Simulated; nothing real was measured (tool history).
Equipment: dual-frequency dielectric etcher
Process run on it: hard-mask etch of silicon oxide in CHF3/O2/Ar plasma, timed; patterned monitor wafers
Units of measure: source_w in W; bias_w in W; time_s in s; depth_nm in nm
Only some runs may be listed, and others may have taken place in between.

run  hour  source_w  bias_w  time_s  depth_nm
  1   0.0       870     234    29.5    74.163
  2   1.5       870     234    31.0    78.197
  3   9.2       770     232    31.0    74.888
  4  12.7       770     232    31.0    74.622
  5  17.5       710     231    31.0    73.101
  6  23.1       660     228    31.0    71.043
  7  31.9       620     227    31.0    69.785

Estimate the outcome of run 8 from the log above:
  8  36.1       590     226    31.0         ?

For run 8 the tool returned depth_nm 68.970 nm.

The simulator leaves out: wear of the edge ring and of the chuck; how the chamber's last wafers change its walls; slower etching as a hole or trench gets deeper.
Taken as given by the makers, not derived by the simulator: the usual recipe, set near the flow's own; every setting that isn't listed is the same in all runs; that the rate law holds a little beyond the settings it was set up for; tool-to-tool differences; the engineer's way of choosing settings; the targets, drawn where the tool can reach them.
